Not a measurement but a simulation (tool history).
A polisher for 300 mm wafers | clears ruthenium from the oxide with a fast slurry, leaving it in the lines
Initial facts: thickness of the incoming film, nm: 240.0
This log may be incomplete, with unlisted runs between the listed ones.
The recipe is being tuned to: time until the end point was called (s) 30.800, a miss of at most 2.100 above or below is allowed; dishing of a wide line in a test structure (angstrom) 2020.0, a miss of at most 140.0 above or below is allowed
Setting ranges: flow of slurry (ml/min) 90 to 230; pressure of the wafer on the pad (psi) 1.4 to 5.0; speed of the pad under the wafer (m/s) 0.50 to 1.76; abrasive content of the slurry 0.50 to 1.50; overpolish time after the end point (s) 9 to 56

| run | hour | flow of slurry (ml/min) | pressure of the wafer on the pad (psi) | speed of the pad under the wafer (m/s) | abrasive content of the slurry | overpolish time after the end point (s) | time until the end point was called (s) | dishing of a wide line in a test structure (angstrom) |
|---|---|---|---|---|---|---|---|---|
| 1 | 0.0 | 150 | 3.2 | 1.12 | 1.00 | 29 | 50.761 | 1100.5 |
| 2 | 7.2 | 150 | 3.5 | 1.14 | 1.00 | 31 | 46.861 | 1196.7 |
| 3 | 13.7 | 150 | 3.5 | 1.14 | 1.00 | 40 | 47.541 | 1418.8 |
| 4 | 16.2 | 150 | 3.8 | 1.16 | 1.00 | 41 | 41.770 | 1499.2 |
| 5 | 18.3 | 150 | 3.8 | 1.16 | 1.00 | 35 | 43.042 | 1405.0 |
| 6 | 23.8 | 150 | 4.0 | 1.18 | 1.00 | 36 | 40.171 | 1419.4 |
| 7 | 31.3 | 150 | 4.1 | 1.20 | 1.00 | 38 | 40.185 | 1563.9 |
| 8 | 38.5 | 150 | 5.0 | 1.26 | 1.00 | 39 | 32.457 | 1803.1 |
| 9 | 42.1 | 150 | 5.0 | 1.28 | 1.00 | 40 | 31.134 | 1802.3 |
| 10 | 46.3 | 150 | 5.0 | 1.28 | 1.00 | 41 | 29.891 | 1850.2 |
| 11 | 49.9 | 150 | 4.9 | 1.28 | 1.00 | 42 | 31.075 | 1828.3 |
|  | 52.8 | slurry blender recalibrated |
| 12 | 52.8 | 150 | 4.9 | 1.28 | 1.00 | 46 | 28.613 | 1964.7 |

Exercise: of the 5 proposed moves below, exactly one satisfies all targets within the stated allowed misses. Which move is it?
| A | 55.7 | 150 | 5.0 | 1.36 | 0.95 | 45 | ? | ? |
| B | 55.7 | 180 | 5.0 | 1.48 | 0.80 | 45 | ? | ? |
| C | 55.7 | 130 | 4.9 | 1.20 | 0.95 | 54 | ? | ? |
| D | 55.7 | 175 | 5.0 | 1.30 | 1.00 | 55 | ? | ? |
| E | 55.7 | 195 | 3.9 | 1.42 | 1.30 | 44 | ? | ? |

| move | time until the end point was called (s) | dishing of a wide line in a test structure (angstrom) |
|---|---|---|
| A | 27.240 | 1998.0 |
| B | 26.639 | 2016.0 |
| C | 31.657 | 2023.8 |
| D | 26.907 | 2159.0 |
| E | 27.488 | 1972.1 |
A: misses by more than the last run did
B: misses by more than the last run did
C: meets every target
D: misses by more than the last run did
E: misses by more than the last run did
So the answer is move C, the one that meets all the targets.
